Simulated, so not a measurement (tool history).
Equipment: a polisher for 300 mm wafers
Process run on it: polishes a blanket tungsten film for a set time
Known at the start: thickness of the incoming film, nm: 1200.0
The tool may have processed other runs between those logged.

run,hour,flow of slurry (ml/min),pressure of the wafer on the pad (kPa),speed of the pad under the wafer (m/s),abrasive content of the slurry,polishing time (s),film removed (nm)
1,0,280,15.9,1.28,1,119,456.72
2,5.2,280,17.2,1.28,1,119,495.84
3,14.2,280,18.6,1.28,1,119,540.83
4,22.1,280,19.3,1.28,1,119,548.3
5,26.1,280,19.3,1.46,1,119,641.55
6,32,280,19.3,1.34,1,119,591.13

Run 7 comes next. What will it give?
7,37.1,280,20,1.34,1,119,?

Logged for run 7: film removed (nm) 592.39.
